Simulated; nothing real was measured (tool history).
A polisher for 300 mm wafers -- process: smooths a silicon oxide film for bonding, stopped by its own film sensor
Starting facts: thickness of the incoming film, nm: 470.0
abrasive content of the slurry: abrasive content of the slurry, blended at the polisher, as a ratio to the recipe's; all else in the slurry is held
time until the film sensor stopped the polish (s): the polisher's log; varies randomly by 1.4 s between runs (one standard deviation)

run	hour	flow of slurry (ml/min)	pressure of the wafer on the pad (kPa)	speed of the pad under the wafer (cm/s)	abrasive content of the slurry	target thickness at which the film sensor stops the polish (nm)	time until the film sensor stopped the polish (s)
1	0.0	125	11.7	70	1.0	400	123.33
2	5.0	125	11.7	60	1.0	400	137.46
3	7.7	125	11.7	74	1.0	400	115.37
4	15.3	95	11.7	74	1.0	400	123.15
5	21.8	95	13.1	74	1.0	400	113.45
6	24.7	100	13.1	74	1.0	400	113.76
7	33.0	105	13.8	74	1.0	400	107.46

Run 8 has not been measured yet. What should we expect?
8	34.2	110	13.8	74	1.0	400	?

{"run 8": {"time until the film sensor stopped the polish (s)": 105.68}}
